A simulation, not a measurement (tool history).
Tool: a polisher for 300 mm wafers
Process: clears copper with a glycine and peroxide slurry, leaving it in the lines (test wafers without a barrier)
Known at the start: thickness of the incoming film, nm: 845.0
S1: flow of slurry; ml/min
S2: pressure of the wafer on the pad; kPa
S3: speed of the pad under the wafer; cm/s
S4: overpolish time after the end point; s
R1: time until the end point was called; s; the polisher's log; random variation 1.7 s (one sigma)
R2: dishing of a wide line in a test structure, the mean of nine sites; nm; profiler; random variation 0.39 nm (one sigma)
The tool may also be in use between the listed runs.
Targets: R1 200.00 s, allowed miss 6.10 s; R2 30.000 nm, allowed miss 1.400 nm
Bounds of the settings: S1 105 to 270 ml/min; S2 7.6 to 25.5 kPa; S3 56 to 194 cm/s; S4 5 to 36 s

run  hour   S1    S2   S3  S4      R1      R2
  1   0.0  175  16.5  124  18  143.92  28.699
  2   3.8  170  15.2  124  20  155.60  28.999
  3   6.1  170  15.2  124  13  157.92  26.402
  4   7.7  170  13.1  124  13  174.59  24.899
  5  14.3  200  13.1  124  13  171.01  25.104
  6  20.1  200  13.1  124   5  169.00  14.131
  7  28.1  185  12.4  126   7  174.26  17.455
  8  31.8  135   9.7  132  13  211.66  23.057
  9  36.6  105  11.7  138  22  183.35  28.519
 10  37.9  105   9.7  136  27  209.33  29.260
 11  40.6  105   9.7  136  27  211.13  28.655

Which of these 5 next moves meets every target?
  A  43.3  110  10.3  124  31   ?   ?
  B  43.3  105  10.3  122  29   ?   ?
  C  43.3  120  10.3  132  20   ?   ?
  D  43.3  130   7.6  150  24   ?   ?
  E  43.3  110  10.3  136  29   ?   ?

move      R1      R2
   A  214.30  29.840
   B  218.25  29.465
   C  202.15  27.152
   D  222.03  27.335
   E  199.84  29.488
A: further off than the last run
B: further off than the last run
C: brings the result that was furthest off to its target, and leaves another outside
D: further off than the last run
E: meets every target
The right move is E.

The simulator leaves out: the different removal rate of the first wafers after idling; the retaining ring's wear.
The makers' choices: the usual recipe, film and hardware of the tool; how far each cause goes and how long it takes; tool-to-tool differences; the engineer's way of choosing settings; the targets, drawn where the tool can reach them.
